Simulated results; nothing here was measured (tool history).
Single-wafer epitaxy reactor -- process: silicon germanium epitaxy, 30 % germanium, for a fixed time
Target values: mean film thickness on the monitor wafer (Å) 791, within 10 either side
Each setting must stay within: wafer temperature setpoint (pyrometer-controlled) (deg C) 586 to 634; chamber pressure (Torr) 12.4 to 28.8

run	hour	wafer temperature setpoint (pyrometer-controlled) (deg C)	chamber pressure (Torr)	mean film thickness on the monitor wafer (Å)
1	0	610	20.6	687.36
2	4.7	600	20.6	562.82
3	8.4	600	17.4	539.61
4	16.6	604	17.4	584.11
5	19.7	597	17.4	503.13
6	20.6	597	20.3	522.49
7	25.9	601	20.3	571.04
8	27.1	604	20.3	609.1
9	31.5	606	20.3	633.67
10	36.2	606	20.3	632.13
11	37.4	608	20.3	660.07
12	43.6	610	20.3	687.21
13	48.3	611	20.3	702.82
14	53.6	612	20.3	714.91
15	56.6	612	20.3	712.95
16	58	613	20.3	730.99
17	62.2	614	20.3	744.8
18	64.6	615	20.3	764.55
19	67.4	616	20.3	772.7

Pick the move, out of 5, that brings all results within their allowed miss; only one does.
A	70.2	614	21.6	?
B	70.2	615	19.8	?
C	70.2	615	23.7	?
D	70.2	613	25	?
E	70.2	616	19.8	?

move	mean film thickness on the monitor wafer (Å)
A	757.44
B	755.72
C	792.1
D	771.95
E	771.04
A: further off than the last run
B: further off than the last run
C: all results land within tolerance of their targets
D: no nearer and no further than the last run
E: further off than the last run
C meets every target.
